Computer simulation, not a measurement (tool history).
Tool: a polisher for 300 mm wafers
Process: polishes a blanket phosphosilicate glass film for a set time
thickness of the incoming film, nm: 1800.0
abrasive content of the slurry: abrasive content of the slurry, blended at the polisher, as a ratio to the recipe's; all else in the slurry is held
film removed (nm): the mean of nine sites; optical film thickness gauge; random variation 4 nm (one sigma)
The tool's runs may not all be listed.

run	day	flow of slurry (ml/min)	pressure of the wafer on the pad (psi)	speed of the pad under the wafer (cm/s)	abrasive content of the slurry	polishing time (s)	film removed (nm)
1	0.000	215	3.2	114	1.0	42	395.37
2	0.346	215	3.0	114	1.0	42	375.60
3	0.562	215	3.0	114	1.0	37	333.28
4	0.833	215	2.9	114	1.0	37	321.89
5	0.975	215	2.9	114	1.0	37	324.73
6	1.267	215	2.9	114	1.0	37	324.63
7	1.383	215	2.9	114	1.0	37	323.26

Forecast run 8:
8	1.746	215	2.8	114	1.0	37	?

film removed (nm): 317.75

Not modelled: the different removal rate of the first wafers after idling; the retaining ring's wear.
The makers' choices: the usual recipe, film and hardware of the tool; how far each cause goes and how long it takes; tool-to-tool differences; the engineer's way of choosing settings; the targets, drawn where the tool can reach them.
